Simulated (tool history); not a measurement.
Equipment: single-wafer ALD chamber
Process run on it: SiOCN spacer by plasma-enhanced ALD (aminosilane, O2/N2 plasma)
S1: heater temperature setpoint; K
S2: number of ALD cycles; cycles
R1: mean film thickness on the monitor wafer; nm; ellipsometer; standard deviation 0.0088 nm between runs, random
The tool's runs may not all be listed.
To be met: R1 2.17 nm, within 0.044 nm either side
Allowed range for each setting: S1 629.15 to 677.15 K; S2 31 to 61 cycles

{"run": 1, "hour": 0.0, "S1": 653.15, "S2": 46, "R1": 2.9231}
{"run": 2, "hour": 3.9, "S1": 643.15, "S2": 46, "R1": 2.9288}
{"run": 3, "hour": 6.4, "S1": 643.15, "S2": 44, "R1": 2.7995}
{"run": 4, "hour": 7.4, "S1": 632.15, "S2": 44, "R1": 2.7957}
{"run": 5, "hour": 9.7, "S1": 629.15, "S2": 44, "R1": 2.8117}
{"run": 6, "hour": 12.9, "S1": 629.15, "S2": 44, "R1": 2.813}
{"run": 7, "hour": 14.7, "S1": 629.15, "S2": 42, "R1": 2.6604}
{"run": 8, "hour": 20.6, "S1": 629.15, "S2": 41, "R1": 2.6374}
{"run": 9, "hour": 24.3, "S1": 629.15, "S2": 39, "R1": 2.4903}
{"run": 10, "hour": 27.1, "S1": 629.15, "S2": 33, "R1": 2.1102}

Which single option among these 5 for the next run brings every result within its allowed miss of target? Just one does.
{"run": "A", "hour": 29.9, "S1": 630.15, "S2": 35, "R1": "?"}
{"run": "B", "hour": 29.9, "S1": 629.15, "S2": 35, "R1": "?"}
{"run": "C", "hour": 29.9, "S1": 630.15, "S2": 36, "R1": "?"}
{"run": "D", "hour": 29.9, "S1": 636.15, "S2": 35, "R1": "?"}
{"run": "E", "hour": 29.9, "S1": 629.15, "S2": 34, "R1": "?"}

move=A R1=2.2361
move=B R1=2.2361
move=C R1=2.3
move=D R1=2.2361
move=E R1=2.1722
A: moves the result that the last run missed by most past its target, out the other side
B: moves the result that the last run missed by most past its target, out the other side
C: moves the result that the last run missed by most past its target, out the other side
D: moves the result that the last run missed by most past its target, out the other side
E: all results in spec
E meets every target.

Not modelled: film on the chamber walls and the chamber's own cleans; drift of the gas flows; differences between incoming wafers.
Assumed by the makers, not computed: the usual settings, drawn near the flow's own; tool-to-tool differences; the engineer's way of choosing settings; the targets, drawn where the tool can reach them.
